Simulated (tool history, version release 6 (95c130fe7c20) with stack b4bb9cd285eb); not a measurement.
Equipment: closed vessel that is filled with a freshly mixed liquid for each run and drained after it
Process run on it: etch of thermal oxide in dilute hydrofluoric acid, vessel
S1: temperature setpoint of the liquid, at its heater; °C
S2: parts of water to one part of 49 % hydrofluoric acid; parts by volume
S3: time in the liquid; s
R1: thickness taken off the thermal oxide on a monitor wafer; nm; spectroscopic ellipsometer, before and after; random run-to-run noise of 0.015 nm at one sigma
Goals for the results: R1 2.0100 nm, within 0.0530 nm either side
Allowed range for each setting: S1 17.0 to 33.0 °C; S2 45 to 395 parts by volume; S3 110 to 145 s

run	hour	S1	S2	S3	R1
1	0.0	25.0	220	145	2.7037
2	0.5	23.5	220	145	2.5448
3	9.3	23.5	255	145	2.1044
4	12.8	23.0	255	145	2.0580
5	20.2	23.0	255	110	1.5539
6	25.5	24.0	255	110	1.6290
7	30.3	28.0	250	110	1.9350
8	31.5	28.5	250	110	1.9369

Consider the 4 candidate settings below. Which is the only one whose results all fall within their allowed miss of target?
A	32.7	30.0	270	110	?
B	32.7	25.0	265	125	?
C	32.7	30.5	260	110	?
D	32.7	24.0	225	110	?

move	R1
A	1.8570
B	1.8242
C	1.9829
D	1.9016
A: misses by more than the last run did
B: misses by more than the last run did
C: all results land within tolerance of their targets
D: misses by more than the last run did
Go with C: it meets all targets.
